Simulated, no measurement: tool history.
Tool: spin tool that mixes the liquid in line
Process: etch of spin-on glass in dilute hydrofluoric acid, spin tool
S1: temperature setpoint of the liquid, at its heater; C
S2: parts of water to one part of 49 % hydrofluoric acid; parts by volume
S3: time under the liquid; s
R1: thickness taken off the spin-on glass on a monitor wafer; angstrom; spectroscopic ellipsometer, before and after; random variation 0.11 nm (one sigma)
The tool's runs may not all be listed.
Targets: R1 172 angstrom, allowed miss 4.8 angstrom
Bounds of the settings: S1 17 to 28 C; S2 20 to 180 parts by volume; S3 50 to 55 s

run    day    S1   S2  S3      R1
  1      0    20  100  50  111.86
  2   0.05  21.5   95  50  127.06
  3  0.333  23.5   95  50  137.21
  4  0.554  24.5   95  50  141.76
  5  0.633    27   95  50  158.27
  6  0.967    27   80  50  190.91
  7  1.217  26.5   80  50   186.7
  8  1.308    26   80  50  182.44
  9  1.633  25.5   80  50  179.27

Which of these 4 next moves meets every target?
  A  1.958  26.5  85  55   ?
  B  1.958  23.5  85  55   ?
  C  1.958    24  80  55   ?
  D  1.958    26  85  55   ?

move      R1
   A  191.22
   B  169.75
   C  185.18
   D   187.5
A: further off than the last run
B: meets every target
C: further off than the last run
D: further off than the last run
Answer: B
